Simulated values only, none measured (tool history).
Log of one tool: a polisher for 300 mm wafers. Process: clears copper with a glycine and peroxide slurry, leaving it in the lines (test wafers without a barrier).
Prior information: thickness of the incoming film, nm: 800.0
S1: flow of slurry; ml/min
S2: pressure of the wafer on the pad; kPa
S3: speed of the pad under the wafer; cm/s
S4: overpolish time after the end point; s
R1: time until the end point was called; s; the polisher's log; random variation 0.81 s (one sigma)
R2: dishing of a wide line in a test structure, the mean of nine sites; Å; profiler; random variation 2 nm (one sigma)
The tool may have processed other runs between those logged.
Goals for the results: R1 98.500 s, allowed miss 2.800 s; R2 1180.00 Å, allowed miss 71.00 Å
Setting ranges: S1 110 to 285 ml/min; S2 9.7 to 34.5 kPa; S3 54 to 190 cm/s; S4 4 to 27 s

Run 1, hour 0.0: S1 180 ml/min, S2 22.1 kPa, S3 122 cm/s, S4 14 s. Result: R1 132.530 s, R2 613.44 Å.
Run 2, hour 4.7: S1 180 ml/min, S2 22.1 kPa, S3 96 cm/s, S4 14 s. Result: R1 159.610 s, R2 500.53 Å.
Run 3, hour 6.5: S1 180 ml/min, S2 24.8 kPa, S3 96 cm/s, S4 15 s. Result: R1 145.770 s, R2 591.13 Å.
Run 4, hour 10.2: S1 185 ml/min, S2 26.9 kPa, S3 98 cm/s, S4 16 s. Result: R1 131.480 s, R2 666.74 Å.
Run 5, hour 14.1: S1 185 ml/min, S2 28.3 kPa, S3 98 cm/s, S4 17 s. Result: R1 128.170 s, R2 744.98 Å.
Run 6, hour 15.7: S1 185 ml/min, S2 28.3 kPa, S3 98 cm/s, S4 19 s. Result: R1 129.910 s, R2 804.69 Å.
Run 7, hour 22.6: S1 190 ml/min, S2 29.6 kPa, S3 100 cm/s, S4 20 s. Result: R1 119.640 s, R2 881.89 Å.
Run 8, hour 30.6: S1 195 ml/min, S2 30.3 kPa, S3 100 cm/s, S4 21 s. Result: R1 116.530 s, R2 932.04 Å.
Run 9, hour 39.5: S1 205 ml/min, S2 31.0 kPa, S3 100 cm/s, S4 22 s. Result: R1 114.060 s, R2 981.21 Å.
Run 10, hour 42.9: S1 210 ml/min, S2 34.5 kPa, S3 102 cm/s, S4 23 s. Result: R1 101.240 s, R2 1148.50 Å.

Of the 4 settings listed for the next run, only one would bring every result within its allowed miss of target. Which one?
Run A, hour 46.3: S1 250 ml/min, S2 34.5 kPa, S3 96 cm/s, S4 21 s. Result: R1 ?, R2 ?.
Run B, hour 46.3: S1 215 ml/min, S2 33.1 kPa, S3 106 cm/s, S4 21 s. Result: R1 ?, R2 ?.
Run C, hour 46.3: S1 215 ml/min, S2 33.1 kPa, S3 98 cm/s, S4 25 s. Result: R1 ?, R2 ?.
Run D, hour 46.3: S1 180 ml/min, S2 34.5 kPa, S3 108 cm/s, S4 24 s. Result: R1 ?, R2 ?.

move       R1       R2
   A  104.030  1030.80
   B  100.430  1053.00
   C  107.720  1137.50
   D   97.414  1185.50
A: moves away from the targets compared with the last run
B: puts the biggest miss on target and leaves a different result outside tolerance
C: moves away from the targets compared with the last run
D: meets every target
D meets every target.
